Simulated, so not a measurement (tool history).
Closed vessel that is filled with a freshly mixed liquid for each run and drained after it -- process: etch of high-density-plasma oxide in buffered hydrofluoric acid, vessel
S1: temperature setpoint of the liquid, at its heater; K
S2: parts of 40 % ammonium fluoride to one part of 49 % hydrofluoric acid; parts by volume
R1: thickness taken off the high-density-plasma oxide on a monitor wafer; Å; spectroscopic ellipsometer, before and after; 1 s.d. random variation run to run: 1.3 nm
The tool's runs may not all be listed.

Run 1, hour 0: S1 297.15 K, S2 10 parts by volume, time in the liquid (s) 100. Result: R1 1287.2 Å.
Run 2, hour 7: S1 298.65 K, S2 10 parts by volume, time in the liquid (s) 100. Result: R1 1413.5 Å.
Run 3, hour 13.9: S1 299.15 K, S2 10 parts by volume, time in the liquid (s) 100. Result: R1 1436.4 Å.
Run 4, hour 15.8: S1 299.65 K, S2 10 parts by volume, time in the liquid (s) 100. Result: R1 1460 Å.
Run 5, hour 20.1: S1 300.15 K, S2 10 parts by volume, time in the liquid (s) 100. Result: R1 1510.5 Å.
Run 6, hour 25.5: S1 300.15 K, S2 13 parts by volume, time in the liquid (s) 100. Result: R1 1173.3 Å.

Expected results for the next run?
Run 7, hour 29.2: S1 301.65 K, S2 12.5 parts by volume, time in the liquid (s) 100. Result: R1 ?.

Run 7 measured R1 1295.7 Å.
